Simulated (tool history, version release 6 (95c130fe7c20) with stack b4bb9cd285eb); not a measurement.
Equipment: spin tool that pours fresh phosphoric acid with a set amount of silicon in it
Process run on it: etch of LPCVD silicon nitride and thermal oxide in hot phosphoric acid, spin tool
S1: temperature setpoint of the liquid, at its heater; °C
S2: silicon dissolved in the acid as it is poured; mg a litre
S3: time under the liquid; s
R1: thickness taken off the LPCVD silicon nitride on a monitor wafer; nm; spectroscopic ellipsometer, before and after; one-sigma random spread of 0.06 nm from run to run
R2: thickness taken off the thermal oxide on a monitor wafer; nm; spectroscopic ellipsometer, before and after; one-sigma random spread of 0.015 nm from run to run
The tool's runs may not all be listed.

{"run": 1, "hour": 0.0, "S1": 160, "S2": 13, "S3": 180, "R1": 14.315, "R2": 0.38451}
{"run": 2, "hour": 3.9, "S1": 161, "S2": 13, "S3": 180, "R1": 14.883, "R2": 0.43397}
{"run": 3, "hour": 12.8, "S1": 160, "S2": 15, "S3": 165, "R1": 13.083, "R2": 0.3156}
{"run": 4, "hour": 16.1, "S1": 160, "S2": 15, "S3": 130, "R1": 10.318, "R2": 0.27578}
{"run": 5, "hour": 17.1, "S1": 160, "S2": 12, "S3": 130, "R1": 10.529, "R2": 0.31}
{"hour": 20.1, "done": "dissolved silicon flow meter replaced"}
{"run": 6, "hour": 20.1, "S1": 159.5, "S2": 14, "S3": 130, "R1": 10.107, "R2": 0.23907}
{"run": 7, "hour": 24.1, "S1": 157.5, "S2": 16.5, "S3": 130, "R1": 9.5467, "R2": 0.25928}
{"run": 8, "hour": 29.0, "S1": 157.5, "S2": 19.5, "S3": 130, "R1": 9.5479, "R2": 0.19334}
{"run": 9, "hour": 36.5, "S1": 157.5, "S2": 20, "S3": 130, "R1": 9.491, "R2": 0.20253}

Estimate the outcome of run 10 from the log above:
{"run": 10, "hour": 40.4, "S1": 157.5, "S2": 21, "S3": 130, "R1": "?", "R2": "?"}

R1: 9.6251 nm
R2: 0.19436 nm
